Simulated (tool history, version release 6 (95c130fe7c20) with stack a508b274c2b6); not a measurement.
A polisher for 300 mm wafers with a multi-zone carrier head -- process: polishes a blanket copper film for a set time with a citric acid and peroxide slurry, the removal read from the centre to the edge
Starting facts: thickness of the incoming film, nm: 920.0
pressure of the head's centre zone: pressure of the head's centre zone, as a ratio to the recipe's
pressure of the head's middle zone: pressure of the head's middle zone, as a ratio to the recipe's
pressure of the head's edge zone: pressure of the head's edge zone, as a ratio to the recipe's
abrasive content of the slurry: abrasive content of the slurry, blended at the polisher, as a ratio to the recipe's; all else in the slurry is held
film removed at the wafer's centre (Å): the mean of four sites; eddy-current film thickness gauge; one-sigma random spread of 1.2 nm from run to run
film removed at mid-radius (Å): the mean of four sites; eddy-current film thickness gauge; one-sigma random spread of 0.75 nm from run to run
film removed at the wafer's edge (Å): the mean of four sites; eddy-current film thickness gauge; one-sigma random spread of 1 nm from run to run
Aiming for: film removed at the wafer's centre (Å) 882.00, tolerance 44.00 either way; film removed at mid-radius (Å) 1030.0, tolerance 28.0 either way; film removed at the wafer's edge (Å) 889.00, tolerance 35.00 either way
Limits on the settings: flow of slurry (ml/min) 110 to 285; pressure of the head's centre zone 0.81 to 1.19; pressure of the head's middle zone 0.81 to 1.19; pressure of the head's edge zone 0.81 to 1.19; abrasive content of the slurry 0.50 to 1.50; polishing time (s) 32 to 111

run	day	flow of slurry (ml/min)	pressure of the head's centre zone	pressure of the head's middle zone	pressure of the head's edge zone	abrasive content of the slurry	polishing time (s)	film removed at the wafer's centre (Å)	film removed at mid-radius (Å)	film removed at the wafer's edge (Å)
1	0.000	180	1.00	1.00	1.00	1.00	71	1202.50	1160.1	1185.70
2	0.300	180	1.09	1.00	1.00	1.00	71	1292.10	1164.9	1197.20
3	0.425	175	1.03	1.03	0.96	0.85	69	1153.50	1105.3	1078.00
4	0.679	165	0.98	1.05	0.93	0.80	69	1059.10	1106.5	1049.40
5	0.712	120	0.98	1.05	0.93	0.80	69	1037.20	1048.0	1008.60
6	0.933	120	0.98	1.05	0.97	0.80	69	1015.90	1054.5	1016.40
7	1.142	120	0.98	1.05	0.97	0.80	69	1005.90	1045.9	1028.20
8	1.167	120	0.96	1.07	0.94	0.70	69	967.92	1031.2	986.47
9	1.471	120	0.95	1.09	0.91	0.65	69	903.52	1026.1	950.02
10	1.500	120	0.96	1.10	0.89	0.65	69	958.53	1025.7	933.61
11	1.871	120	0.95	1.11	0.88	0.65	69	916.94	1043.9	925.52
12	2.217	120	0.95	1.11	0.87	0.65	69	921.61	1047.5	948.25

5 next moves are on the table. One of them brings every result within its allowed miss. Which?
A	2.562	110	0.92	1.03	0.89	0.60	75	?	?	?
B	2.562	135	0.96	1.14	0.86	0.50	70	?	?	?
C	2.562	110	0.81	1.00	0.89	0.70	75	?	?	?
D	2.562	130	0.84	1.08	0.91	0.65	70	?	?	?
E	2.562	135	0.99	1.06	0.93	0.55	72	?	?	?

move	film removed at the wafer's centre (Å)	film removed at mid-radius (Å)	film removed at the wafer's edge (Å)
A	940.88	1027.0	993.22
B	900.38	1026.8	890.55
C	876.11	1043.8	1034.90
D	853.24	1046.9	971.46
E	976.53	1018.4	967.02
A: lands further from the targets than the last run did
B: every result lands within tolerance
C: lands further from the targets than the last run did
D: lands further from the targets than the last run did
E: lands further from the targets than the last run did
Move B is the one to make.
